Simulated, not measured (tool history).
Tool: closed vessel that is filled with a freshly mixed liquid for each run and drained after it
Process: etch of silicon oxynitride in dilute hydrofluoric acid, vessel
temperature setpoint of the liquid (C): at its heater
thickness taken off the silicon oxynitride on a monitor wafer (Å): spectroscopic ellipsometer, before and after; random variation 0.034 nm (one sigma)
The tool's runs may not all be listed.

run,hour,temperature setpoint of the liquid (C),parts of water to one part of 49 % hydrofluoric acid (parts by volume),time in the liquid (s),thickness taken off the silicon oxynitride on a monitor wafer (Å)
1,0,26,190,250,34.55
2,7,28,190,250,37.664
3,12.1,29.5,180,250,42.37
4,19.1,30.5,175,250,45.827
# hour 24.4: hydrofluoric acid flow meter replaced
5,24.4,31.5,170,250,53.628
6,30.4,32,170,250,54.169
7,36.4,32.5,170,250,55.637

Forecast run 8:
8,45.2,33,170,250,?

Run 8 gave thickness taken off the silicon oxynitride on a monitor wafer (Å) 56.747.

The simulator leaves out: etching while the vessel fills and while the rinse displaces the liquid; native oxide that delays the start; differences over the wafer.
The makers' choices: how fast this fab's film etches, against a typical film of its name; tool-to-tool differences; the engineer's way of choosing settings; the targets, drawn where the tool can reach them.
